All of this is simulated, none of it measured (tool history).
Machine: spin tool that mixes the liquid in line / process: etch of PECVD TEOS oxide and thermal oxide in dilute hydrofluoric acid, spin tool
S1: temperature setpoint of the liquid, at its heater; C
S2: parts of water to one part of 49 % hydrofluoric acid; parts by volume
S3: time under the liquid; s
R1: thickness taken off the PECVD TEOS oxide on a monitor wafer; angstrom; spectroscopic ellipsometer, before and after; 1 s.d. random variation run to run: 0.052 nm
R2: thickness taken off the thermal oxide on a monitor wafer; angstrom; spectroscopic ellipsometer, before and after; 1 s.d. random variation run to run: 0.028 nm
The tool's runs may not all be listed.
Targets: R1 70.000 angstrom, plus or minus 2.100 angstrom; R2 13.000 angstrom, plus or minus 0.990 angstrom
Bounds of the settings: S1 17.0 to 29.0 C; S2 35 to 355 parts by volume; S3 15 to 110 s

run  hour    S1   S2  S3       R1      R2
  1   0.0  21.0  195  55   55.538  10.339
  2   2.7  21.0  130  55   87.838  16.315
  3   6.3  21.0   70  55  175.080  33.212
  4   8.8  17.5   70  55  150.680  28.739
  5  16.2  17.5   90  55  115.260  21.791
  6  20.1  17.5  100  55  103.900  19.674
  7  23.0  17.5  110  55   92.646  17.024
  8  31.0  17.5  115  55   88.431  16.782
  9  35.0  17.5  120  55   83.398  15.906
 10  43.9  17.5  125  55   80.229  15.344
 11  46.8  17.0  150  55   64.515  12.300
 12  54.4  17.5  150  55   64.982  11.770
 13  59.7  18.0  150  55   66.809  11.696

Pick the move, out of 4, that brings all results within their allowed miss; only one does.
  A  65.0  17.0  175  65   ?   ?
  B  65.0  20.5  215  80   ?   ?
  C  65.0  18.0  170  60   ?   ?
  D  65.0  19.5  265  95   ?   ?

move      R1      R2
   A  62.926  11.799
   B  69.601  13.051
   C  62.550  11.729
   D  61.599  11.551
A: misses by more than the last run did
B: all results land within tolerance of their targets
C: misses by more than the last run did
D: misses by more than the last run did
Move B is the one to make.
